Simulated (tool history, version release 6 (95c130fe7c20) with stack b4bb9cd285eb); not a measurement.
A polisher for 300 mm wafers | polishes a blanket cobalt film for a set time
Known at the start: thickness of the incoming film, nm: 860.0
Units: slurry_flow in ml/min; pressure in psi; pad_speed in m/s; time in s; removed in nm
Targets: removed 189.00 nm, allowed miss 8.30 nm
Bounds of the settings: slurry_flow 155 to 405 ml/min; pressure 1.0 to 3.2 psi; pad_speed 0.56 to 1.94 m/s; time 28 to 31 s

run  hour  slurry_flow  pressure  pad_speed  time  removed
  1   0.0          260       2.1       1.24    31   252.15
  2   4.0          260       2.1       1.08    31   218.85
  3   5.9          260       2.0       1.08    31   208.74
  4   9.7          260       1.9       1.08    31   204.18
  5  15.2          260       2.3       1.08    31   232.15
  6  21.6          260       2.1       1.08    31   214.17
  7  29.9          260       2.0       1.08    31   205.38
  8  32.7          260       1.9       1.08    31   201.93

Which of these 4 next moves meets every target?
  A  35.5          250       2.7       0.72    30        ?
  B  35.5          270       2.0       1.06    28        ?
  C  35.5          210       2.4       0.98    31        ?
  D  35.5          370       1.9       1.22    31        ?

move  removed
   A   174.18
   B   188.60
   C   215.36
   D   237.09
A: takes the result that was furthest off past its target
B: meets every target
C: further off than the last run
D: further off than the last run
Answer: B
